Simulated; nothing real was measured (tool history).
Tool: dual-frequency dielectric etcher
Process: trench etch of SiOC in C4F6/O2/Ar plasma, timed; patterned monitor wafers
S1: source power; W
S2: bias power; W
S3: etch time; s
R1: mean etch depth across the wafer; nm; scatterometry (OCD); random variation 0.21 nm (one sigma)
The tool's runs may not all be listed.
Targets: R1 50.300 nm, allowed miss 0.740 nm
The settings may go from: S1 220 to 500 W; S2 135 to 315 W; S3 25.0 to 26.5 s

| run | day | S1 | S2 | S3 | R1 |
|---|---|---|---|---|---|
| 1 | 0.000 | 360 | 225 | 25.0 | 57.488 |
| 2 | 0.129 | 400 | 225 | 25.0 | 60.109 |
| 3 | 0.154 | 370 | 223 | 25.0 | 57.538 |
| 4 | 0.367 | 370 | 200 | 25.0 | 55.807 |
| 5 | 0.562 | 320 | 200 | 25.0 | 52.168 |
| 6 | 0.621 | 320 | 218 | 25.0 | 53.791 |
| 7 | 0.879 | 310 | 217 | 25.0 | 52.643 |
| 8 | 1.112 | 300 | 217 | 25.0 | 51.952 |
| 9 | 1.421 | 290 | 216 | 25.0 | 51.081 |

Which of these 5 next moves meets every target?
| A | 1.729 | 280 | 213 | 25.0 | ? |
| B | 1.729 | 280 | 200 | 26.5 | ? |
| C | 1.729 | 370 | 171 | 25.0 | ? |
| D | 1.729 | 320 | 206 | 25.0 | ? |
| E | 1.729 | 280 | 208 | 26.0 | ? |

| move | R1 |
|---|---|
| A | 50.160 |
| B | 52.004 |
| C | 52.948 |
| D | 52.774 |
| E | 51.731 |
A: meets every target
B: further off than the last run
C: further off than the last run
D: further off than the last run
E: further off than the last run
Answer: A

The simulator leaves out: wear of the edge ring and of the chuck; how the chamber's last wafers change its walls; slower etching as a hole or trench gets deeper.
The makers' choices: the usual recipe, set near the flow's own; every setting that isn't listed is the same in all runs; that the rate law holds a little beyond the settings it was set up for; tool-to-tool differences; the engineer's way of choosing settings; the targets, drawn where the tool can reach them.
